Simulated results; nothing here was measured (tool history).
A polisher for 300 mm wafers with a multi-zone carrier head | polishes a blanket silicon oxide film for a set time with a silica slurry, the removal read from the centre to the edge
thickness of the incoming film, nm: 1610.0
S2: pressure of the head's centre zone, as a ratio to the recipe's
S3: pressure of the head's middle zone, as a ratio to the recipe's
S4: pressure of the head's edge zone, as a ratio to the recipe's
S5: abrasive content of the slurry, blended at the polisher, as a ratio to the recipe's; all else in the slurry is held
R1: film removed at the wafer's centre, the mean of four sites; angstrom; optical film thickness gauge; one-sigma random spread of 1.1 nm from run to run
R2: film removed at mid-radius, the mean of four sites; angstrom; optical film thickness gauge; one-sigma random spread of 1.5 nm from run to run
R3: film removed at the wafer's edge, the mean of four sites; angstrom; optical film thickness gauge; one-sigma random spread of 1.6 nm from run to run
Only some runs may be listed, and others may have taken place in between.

Run 1, hour 0: flow of slurry (ml/min) 295, S2 1, S3 1, S4 1, S5 1, polishing time (s) 56. Result: R1 1475.9 angstrom, R2 1526.9 angstrom, R3 1478.5 angstrom.
Run 2, hour 2.5: flow of slurry (ml/min) 295, S2 1.03, S3 1, S4 1, S5 1, polishing time (s) 56. Result: R1 1515.9 angstrom, R2 1520.8 angstrom, R3 1486.1 angstrom.
Run 3, hour 9.8: flow of slurry (ml/min) 320, S2 1.03, S3 1, S4 1, S5 1, polishing time (s) 56. Result: R1 1539.4 angstrom, R2 1523.2 angstrom, R3 1480.1 angstrom.
Run 4, hour 17.9: flow of slurry (ml/min) 320, S2 1.03, S3 0.91, S4 1, S5 1, polishing time (s) 56. Result: R1 1554.8 angstrom, R2 1430.4 angstrom, R3 1486.6 angstrom.
Run 5, hour 26.4: flow of slurry (ml/min) 320, S2 1.11, S3 0.91, S4 1, S5 1, polishing time (s) 56. Result: R1 1663.3 angstrom, R2 1427.2 angstrom, R3 1496.8 angstrom.
Run 6, hour 34.3: flow of slurry (ml/min) 300, S2 1.06, S3 0.94, S4 1.03, S5 1.1, polishing time (s) 57. Result: R1 1650.6 angstrom, R2 1526.9 angstrom, R3 1547.2 angstrom.
Run 7, hour 42.6: flow of slurry (ml/min) 275, S2 1.01, S3 0.94, S4 1.06, S5 1.15, polishing time (s) 60. Result: R1 1662.4 angstrom, R2 1586.3 angstrom, R3 1671.5 angstrom.
Run 8, hour 45.7: flow of slurry (ml/min) 280, S2 0.97, S3 0.96, S4 1.08, S5 1.2, polishing time (s) 61. Result: R1 1656.2 angstrom, R2 1680.3 angstrom, R3 1774.3 angstrom.
Run 9, hour 46.7: flow of slurry (ml/min) 305, S2 0.95, S3 0.98, S4 1.1, S5 1.25, polishing time (s) 61. Result: R1 1656.3 angstrom, R2 1768.7 angstrom, R3 1791.2 angstrom.
Run 10, hour 48.8: flow of slurry (ml/min) 290, S2 0.93, S3 0.99, S4 1.11, S5 1.3, polishing time (s) 62. Result: R1 1675.8 angstrom, R2 1815.6 angstrom, R3 1837.9 angstrom.
Run 11, hour 55.1: flow of slurry (ml/min) 295, S2 0.91, S3 0.99, S4 1.13, S5 1.35, polishing time (s) 63. Result: R1 1676.3 angstrom, R2 1877.6 angstrom, R3 1919.4 angstrom.

What does the tool deliver on the next run?
Run 12, hour 56.4: flow of slurry (ml/min) 300, S2 0.9, S3 0.99, S4 1.14, S5 1.4, polishing time (s) 63. Result: R1 ?, R2 ?, R3 ?.

Logged for run 12: R1 1698.7 angstrom, R2 1880.3 angstrom, R3 1964.6 angstrom.
